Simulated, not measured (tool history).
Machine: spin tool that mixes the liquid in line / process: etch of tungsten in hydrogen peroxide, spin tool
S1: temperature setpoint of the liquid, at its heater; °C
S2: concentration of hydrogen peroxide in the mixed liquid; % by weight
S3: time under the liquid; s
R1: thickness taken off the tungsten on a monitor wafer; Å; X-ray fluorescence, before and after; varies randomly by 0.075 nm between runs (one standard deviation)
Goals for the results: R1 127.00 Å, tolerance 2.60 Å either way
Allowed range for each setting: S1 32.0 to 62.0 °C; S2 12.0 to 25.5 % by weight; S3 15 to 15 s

run  hour    S1    S2  S3      R1
  1   0.0  46.0  17.5  15  230.04
  2   1.7  44.5  17.5  15  209.86
  3   8.5  43.5  17.5  15  195.46
  4  16.8  43.5  17.5  15  198.32
  5  25.6  42.5  17.5  15  184.80
  6  29.9  48.5  17.5  15  266.48
  7  35.8  47.0  17.5  15  247.59
  8  40.5  45.5  17.5  15  220.75
  9  49.2  44.0  17.5  15  203.04
 10  55.8  36.0  17.5  15  121.21
 11  62.2  36.0  17.5  15  121.35

Which of these 5 next moves meets every target?
  A  68.6  35.5  19.0  15   ?
  B  68.6  36.5  16.5  15   ?
  C  68.6  36.5  18.0  15   ?
  D  68.6  37.0  19.0  15   ?
  E  68.6  34.5  19.5  15   ?

move      R1
   A  122.28
   B  121.82
   C  127.24
   D  135.14
   E  115.82
A: closes in on the targets versus the last run, not all within tolerance yet
B: closes in on the targets versus the last run, not all within tolerance yet
C: meets every target
D: pushes the last run's worst result past its target
E: moves away from the targets compared with the last run
Correct choice: C, which meets every target
